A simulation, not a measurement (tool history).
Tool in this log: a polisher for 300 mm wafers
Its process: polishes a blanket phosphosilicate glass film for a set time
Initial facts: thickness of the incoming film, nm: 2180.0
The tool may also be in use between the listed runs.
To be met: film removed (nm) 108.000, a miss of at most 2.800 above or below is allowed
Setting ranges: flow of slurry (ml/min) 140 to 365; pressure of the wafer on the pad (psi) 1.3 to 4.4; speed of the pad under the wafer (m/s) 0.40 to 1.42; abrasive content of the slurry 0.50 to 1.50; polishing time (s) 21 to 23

| run | hour | flow of slurry (ml/min) | pressure of the wafer on the pad (psi) | speed of the pad under the wafer (m/s) | abrasive content of the slurry | polishing time (s) | film removed (nm) |
|---|---|---|---|---|---|---|---|
| 1 | 0.0 | 235 | 2.8 | 0.90 | 1.00 | 23 | 149.630 |
| 2 | 2.5 | 235 | 2.6 | 0.90 | 1.00 | 23 | 140.820 |
| 3 | 11.4 | 235 | 2.5 | 0.90 | 1.00 | 23 | 136.460 |
| 4 | 18.1 | 235 | 2.4 | 0.90 | 1.00 | 23 | 129.100 |
| 5 | 22.4 | 235 | 2.4 | 1.12 | 1.00 | 23 | 155.940 |
| 6 | 25.7 | 235 | 2.4 | 1.12 | 1.00 | 21 | 140.700 |
| 7 | 30.8 | 220 | 1.6 | 1.12 | 1.00 | 21 | 96.307 |
| 8 | 33.3 | 235 | 1.6 | 1.12 | 1.00 | 21 | 97.156 |
| 9 | 39.3 | 240 | 1.6 | 1.12 | 1.00 | 21 | 95.156 |
| 10 | 47.1 | 240 | 2.0 | 1.12 | 1.00 | 21 | 119.380 |
| 11 | 48.7 | 230 | 2.0 | 1.12 | 1.00 | 21 | 118.940 |
| 12 | 56.6 | 230 | 2.0 | 1.12 | 1.00 | 21 | 117.850 |
| 13 | 57.4 | 230 | 1.9 | 1.12 | 1.00 | 21 | 111.890 |

Exercise: of the 4 proposed moves below, exactly one satisfies all targets within the stated allowed misses. Which move is it?
| A | 58.2 | 240 | 1.8 | 1.10 | 1.05 | 22 | ? |
| B | 58.2 | 230 | 2.0 | 1.10 | 0.95 | 21 | ? |
| C | 58.2 | 225 | 1.7 | 1.18 | 1.00 | 23 | ? |
| D | 58.2 | 190 | 2.0 | 1.12 | 0.85 | 21 | ? |

| move | film removed (nm) |
|---|---|
| A | 113.500 |
| B | 114.670 |
| C | 115.940 |
| D | 108.550 |
A: misses by more than the last run did
B: misses by more than the last run did
C: misses by more than the last run did
D: all results land within tolerance of their targets
Move D is the one to make.

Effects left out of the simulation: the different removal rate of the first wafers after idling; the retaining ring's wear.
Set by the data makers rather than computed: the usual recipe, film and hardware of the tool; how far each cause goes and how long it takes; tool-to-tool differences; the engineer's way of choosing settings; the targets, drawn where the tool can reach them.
